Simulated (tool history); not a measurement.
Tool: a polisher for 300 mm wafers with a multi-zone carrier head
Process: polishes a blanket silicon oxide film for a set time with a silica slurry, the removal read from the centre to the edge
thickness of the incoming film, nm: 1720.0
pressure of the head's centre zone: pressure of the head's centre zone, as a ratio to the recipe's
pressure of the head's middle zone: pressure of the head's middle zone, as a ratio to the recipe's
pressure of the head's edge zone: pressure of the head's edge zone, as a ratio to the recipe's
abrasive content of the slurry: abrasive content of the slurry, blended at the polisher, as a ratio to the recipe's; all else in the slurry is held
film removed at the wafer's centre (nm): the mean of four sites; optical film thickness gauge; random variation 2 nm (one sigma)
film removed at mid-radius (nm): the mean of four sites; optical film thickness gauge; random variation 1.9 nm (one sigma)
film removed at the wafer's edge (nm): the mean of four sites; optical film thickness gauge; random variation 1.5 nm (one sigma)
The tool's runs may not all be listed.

run,day,flow of slurry (ml/min),pressure of the head's centre zone,pressure of the head's middle zone,pressure of the head's edge zone,abrasive content of the slurry,polishing time (s),film removed at the wafer's centre (nm),film removed at mid-radius (nm),film removed at the wafer's edge (nm)
1,0.000,235,1.00,1.00,1.00,1.00,86,201.41,199.87,200.35
2,0.208,235,0.99,1.00,0.99,0.95,86,197.39,192.83,195.56
3,0.325,235,0.99,0.93,0.99,0.95,86,197.15,186.84,190.44
4,0.412,235,0.97,0.93,0.97,0.90,86,185.77,182.39,186.08
5,0.542,235,0.97,0.94,0.95,0.85,86,182.98,176.59,181.48
6,0.742,235,0.97,0.94,0.88,0.85,86,179.49,179.60,177.21
7,0.767,235,0.97,0.94,0.88,0.85,86,184.13,180.31,176.37

Forecast run 8:
8,0.912,235,0.96,0.95,0.87,0.80,85,?,?,?

{"run 8": {"film removed at the wafer's centre (nm)": 174.17, "film removed at mid-radius (nm)": 177.25, "film removed at the wafer's edge (nm)": 165.06}}

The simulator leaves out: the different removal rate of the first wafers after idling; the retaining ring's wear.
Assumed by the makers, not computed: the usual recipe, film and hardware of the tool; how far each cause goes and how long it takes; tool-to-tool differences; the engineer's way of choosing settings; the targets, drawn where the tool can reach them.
